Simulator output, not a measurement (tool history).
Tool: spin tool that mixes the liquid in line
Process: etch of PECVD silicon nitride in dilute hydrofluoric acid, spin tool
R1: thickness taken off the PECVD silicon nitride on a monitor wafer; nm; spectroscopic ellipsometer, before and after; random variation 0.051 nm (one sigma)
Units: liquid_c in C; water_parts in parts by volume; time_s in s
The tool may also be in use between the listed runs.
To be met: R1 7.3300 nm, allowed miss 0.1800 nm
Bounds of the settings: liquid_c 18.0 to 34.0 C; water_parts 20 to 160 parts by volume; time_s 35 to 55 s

run 1 hour=0.0 | liquid_c=26.0 water_parts=90 time_s=55 | R1=2.6109
run 2 hour=6.1 | liquid_c=26.0 water_parts=90 time_s=35 | R1=1.6555
run 3 hour=13.6 | liquid_c=27.0 water_parts=80 time_s=35 | R1=1.9937
run 4 hour=20.3 | liquid_c=28.0 water_parts=70 time_s=40 | R1=2.7752
run 5 hour=24.8 | liquid_c=28.0 water_parts=70 time_s=55 | R1=3.8077
run 6 hour=32.2 | liquid_c=28.0 water_parts=70 time_s=55 | R1=3.8435
run 7 hour=34.5 | liquid_c=29.0 water_parts=70 time_s=55 | R1=4.0922
run 8 hour=42.4 | liquid_c=30.0 water_parts=70 time_s=55 | R1=4.4211
run 9 hour=45.0 | liquid_c=30.5 water_parts=70 time_s=55 | R1=4.4755
run 10 hour=47.6 | liquid_c=31.0 water_parts=70 time_s=55 | R1=4.6792
run 11 hour=53.8 | liquid_c=31.5 water_parts=70 time_s=55 | R1=4.7324
run 12 hour=61.5 | liquid_c=32.0 water_parts=65 time_s=55 | R1=5.2878
run 13 hour=65.8 | liquid_c=34.0 water_parts=45 time_s=55 | R1=8.6858
run 14 hour=73.1 | liquid_c=33.5 water_parts=45 time_s=55 | R1=8.3230
run 15 hour=78.0 | liquid_c=32.5 water_parts=45 time_s=55 | R1=7.9132
run 16 hour=85.0 | liquid_c=32.0 water_parts=45 time_s=55 | R1=7.6550

Which of these 5 next moves meets every target?
run A hour=92.0 | liquid_c=29.5 water_parts=25 time_s=35 | R1=?
run B hour=92.0 | liquid_c=32.0 water_parts=40 time_s=50 | R1=?
run C hour=92.0 | liquid_c=34.0 water_parts=40 time_s=45 | R1=?
run D hour=92.0 | liquid_c=32.5 water_parts=40 time_s=50 | R1=?
run E hour=92.0 | liquid_c=31.5 water_parts=35 time_s=45 | R1=?

move=A R1=7.3912
move=B R1=7.8474
move=C R1=8.0187
move=D R1=8.1019
move=E R1=7.7997
A: meets every target
B: further off than the last run
C: further off than the last run
D: further off than the last run
E: further off than the last run
Move A is the one to make.
